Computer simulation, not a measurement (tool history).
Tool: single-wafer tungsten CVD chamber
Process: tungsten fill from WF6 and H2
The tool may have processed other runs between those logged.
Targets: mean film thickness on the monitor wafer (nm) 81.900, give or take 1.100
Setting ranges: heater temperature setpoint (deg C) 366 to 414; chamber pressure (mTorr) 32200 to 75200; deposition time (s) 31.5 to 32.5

run	hour	heater temperature setpoint (deg C)	chamber pressure (mTorr)	deposition time (s)	mean film thickness on the monitor wafer (nm)
1	0.0	390	53700	31.5	99.798
2	5.5	397	53700	31.5	115.960
3	7.5	397	53700	32.5	118.920
4	10.9	404	53700	32.5	138.080
5	17.3	401	53600	32.5	128.850
6	24.8	401	50100	32.5	126.420
7	29.5	398	50000	32.5	119.100
8	38.5	386	49500	32.5	91.404
9	44.4	385	49500	32.5	89.126
10	52.3	384	49500	32.5	87.456
11	58.4	382	49500	32.5	83.155

Of the 5 settings listed for the next run, only one would bring every result within its allowed miss of target. Which one?
A	64.5	383	49300	32.5	?
B	64.5	385	48700	31.5	?
C	64.5	380	54800	32.5	?
D	64.5	383	50700	31.9	?
E	64.5	385	42200	32.5	?

move	mean film thickness on the monitor wafer (nm)
A	84.896
B	85.739
C	82.141
D	84.131
E	84.290
A: further off than the last run
B: further off than the last run
C: all results in spec
D: further off than the last run
E: further off than the last run
Go with C: it meets all targets.
